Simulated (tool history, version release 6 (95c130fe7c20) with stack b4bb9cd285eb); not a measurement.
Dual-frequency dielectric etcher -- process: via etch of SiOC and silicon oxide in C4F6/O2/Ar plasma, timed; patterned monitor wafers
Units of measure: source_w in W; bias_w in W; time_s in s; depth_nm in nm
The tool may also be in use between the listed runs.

run	hour	source_w	bias_w	time_s	depth_nm
1	0.0	450	218	82.5	103.840
2	4.1	410	218	82.5	99.328
3	5.1	410	195	82.5	97.957
4	13.6	450	202	83.0	103.390
5	18.8	480	206	83.0	105.030
6	22.8	480	181	83.0	102.850

Forecast run 7:
# hour 28.5: source power generator calibrated
7	28.5	500	189	83.5	?

depth_nm: 107.300 nm
